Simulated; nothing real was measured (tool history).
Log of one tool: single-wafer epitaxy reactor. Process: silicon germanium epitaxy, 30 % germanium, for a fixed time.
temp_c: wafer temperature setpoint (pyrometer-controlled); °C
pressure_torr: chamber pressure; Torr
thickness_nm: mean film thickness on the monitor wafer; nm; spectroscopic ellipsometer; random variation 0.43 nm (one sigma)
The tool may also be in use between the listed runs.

run 1 hour=0.0 | temp_c=620 pressure_torr=26.8 | thickness_nm=101.390
run 2 hour=1.3 | temp_c=620 pressure_torr=30.4 | thickness_nm=105.340
run 3 hour=7.3 | temp_c=623 pressure_torr=30.5 | thickness_nm=111.440
run 4 hour=16.0 | temp_c=623 pressure_torr=33.0 | thickness_nm=114.630
run 5 hour=19.2 | temp_c=623 pressure_torr=30.2 | thickness_nm=111.550
run 6 hour=24.6 | temp_c=615 pressure_torr=30.2 | thickness_nm=94.997

The next listed run, before its measurement:
run 7 hour=31.8 | temp_c=627 pressure_torr=30.9 | thickness_nm=?

Run 7 gave thickness_nm 121.420 nm.
